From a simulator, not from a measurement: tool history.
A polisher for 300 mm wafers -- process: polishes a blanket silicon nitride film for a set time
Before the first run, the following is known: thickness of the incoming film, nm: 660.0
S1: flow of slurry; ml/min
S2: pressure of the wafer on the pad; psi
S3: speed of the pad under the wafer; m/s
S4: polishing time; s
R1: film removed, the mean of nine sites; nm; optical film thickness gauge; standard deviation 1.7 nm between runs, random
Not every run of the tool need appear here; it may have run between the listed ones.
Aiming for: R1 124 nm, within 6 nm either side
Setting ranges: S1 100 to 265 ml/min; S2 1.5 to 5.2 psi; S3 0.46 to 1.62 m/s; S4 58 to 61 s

{"run": 1, "hour": 0.0, "S1": 170, "S2": 3.3, "S3": 1.04, "S4": 58, "R1": 81.152}
{"run": 2, "hour": 6.4, "S1": 135, "S2": 3.3, "S3": 1.04, "S4": 58, "R1": 79.834}
{"run": 3, "hour": 9.5, "S1": 135, "S2": 3.4, "S3": 1.04, "S4": 58, "R1": 81.366}
{"run": 4, "hour": 18.0, "S1": 175, "S2": 3.4, "S3": 1.04, "S4": 58, "R1": 81.918}
{"run": 5, "hour": 21.2, "S1": 175, "S2": 3.4, "S3": 1.2, "S4": 58, "R1": 97.825}
{"run": 6, "hour": 25.7, "S1": 135, "S2": 3.4, "S3": 1.2, "S4": 58, "R1": 89.543}
{"run": 7, "hour": 31.1, "S1": 135, "S2": 3.5, "S3": 1.2, "S4": 58, "R1": 95.6}
{"run": 8, "hour": 31.8, "S1": 135, "S2": 3.6, "S3": 1.2, "S4": 58, "R1": 95.851}
{"run": 9, "hour": 40.1, "S1": 135, "S2": 3.7, "S3": 1.2, "S4": 58, "R1": 96.033}
{"run": 10, "hour": 43.1, "S1": 135, "S2": 3.8, "S3": 1.2, "S4": 58, "R1": 102.19}
{"run": 11, "hour": 51.8, "S1": 135, "S2": 3.9, "S3": 1.2, "S4": 58, "R1": 104.28}
{"run": 12, "hour": 53.7, "S1": 135, "S2": 4, "S3": 1.2, "S4": 58, "R1": 105.26}
{"run": 13, "hour": 61.0, "S1": 135, "S2": 4.1, "S3": 1.2, "S4": 58, "R1": 110.78}
{"run": 14, "hour": 65.4, "S1": 140, "S2": 4.3, "S3": 1.2, "S4": 58, "R1": 115.35}
{"run": 15, "hour": 72.4, "S1": 140, "S2": 4.4, "S3": 1.2, "S4": 58, "R1": 116.3}

Which of these 4 next moves meets every target?
{"run": "A", "hour": 79.4, "S1": 140, "S2": 4.2, "S3": 1.26, "S4": 61, "R1": "?"}
{"run": "B", "hour": 79.4, "S1": 135, "S2": 4.7, "S3": 1.32, "S4": 60, "R1": "?"}
{"run": "C", "hour": 79.4, "S1": 150, "S2": 4.1, "S3": 1.18, "S4": 58, "R1": "?"}
{"run": "D", "hour": 79.4, "S1": 140, "S2": 4.2, "S3": 1.24, "S4": 58, "R1": "?"}

move=A R1=124.73
move=B R1=140.43
move=C R1=111.29
move=D R1=117.09
A: all results land within tolerance of their targets
B: pushes the last run's worst result past its target
C: the biggest miss grows against the last run
D: closes in on the targets versus the last run, not all within tolerance yet
Correct choice: A, which meets every target

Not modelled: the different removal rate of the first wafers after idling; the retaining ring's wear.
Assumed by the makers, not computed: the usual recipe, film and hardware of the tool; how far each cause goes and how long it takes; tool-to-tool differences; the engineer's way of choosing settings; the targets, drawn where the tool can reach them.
